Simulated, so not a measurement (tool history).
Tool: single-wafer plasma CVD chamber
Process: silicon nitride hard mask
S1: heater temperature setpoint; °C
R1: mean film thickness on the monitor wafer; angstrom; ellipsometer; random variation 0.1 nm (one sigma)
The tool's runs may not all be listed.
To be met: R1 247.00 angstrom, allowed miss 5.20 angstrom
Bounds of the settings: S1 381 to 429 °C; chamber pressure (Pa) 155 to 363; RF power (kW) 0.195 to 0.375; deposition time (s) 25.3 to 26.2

run 1 hour=0.0 | S1=405 chamber_pressure_(Pa)=259 RF_power_(kW)=0.285 deposition_time_(s)=25.3 | R1=277.48
run 2 hour=0.9 | S1=405 chamber_pressure_(Pa)=245 RF_power_(kW)=0.280 deposition_time_(s)=25.3 | R1=271.25
run 3 hour=9.7 | S1=405 chamber_pressure_(Pa)=225 RF_power_(kW)=0.280 deposition_time_(s)=25.3 | R1=267.81
run 4 hour=13.1 | S1=405 chamber_pressure_(Pa)=219 RF_power_(kW)=0.275 deposition_time_(s)=25.3 | R1=261.10
run 5 hour=15.3 | S1=405 chamber_pressure_(Pa)=212 RF_power_(kW)=0.275 deposition_time_(s)=25.3 | R1=260.60
run 6 hour=17.5 | S1=405 chamber_pressure_(Pa)=212 RF_power_(kW)=0.245 deposition_time_(s)=25.3 | R1=238.72
run 7 hour=20.5 | S1=405 chamber_pressure_(Pa)=216 RF_power_(kW)=0.245 deposition_time_(s)=25.3 | R1=239.07
run 8 hour=24.8 | S1=405 chamber_pressure_(Pa)=220 RF_power_(kW)=0.245 deposition_time_(s)=25.3 | R1=240.01
run 9 hour=33.0 | S1=405 chamber_pressure_(Pa)=223 RF_power_(kW)=0.245 deposition_time_(s)=25.3 | R1=239.22

Which of these 5 next moves meets every target?
run A hour=41.2 | S1=418 chamber_pressure_(Pa)=243 RF_power_(kW)=0.215 deposition_time_(s)=26.2 | R1=?
run B hour=41.2 | S1=407 chamber_pressure_(Pa)=203 RF_power_(kW)=0.260 deposition_time_(s)=25.3 | R1=?
run C hour=41.2 | S1=404 chamber_pressure_(Pa)=236 RF_power_(kW)=0.235 deposition_time_(s)=25.3 | R1=?
run D hour=41.2 | S1=411 chamber_pressure_(Pa)=217 RF_power_(kW)=0.230 deposition_time_(s)=25.3 | R1=?
run E hour=41.2 | S1=396 chamber_pressure_(Pa)=229 RF_power_(kW)=0.235 deposition_time_(s)=25.3 | R1=?

move=A R1=227.88
move=B R1=246.63
move=C R1=235.97
move=D R1=227.88
move=E R1=235.62
A: further off than the last run
B: meets every target
C: further off than the last run
D: further off than the last run
E: further off than the last run
Answer: B
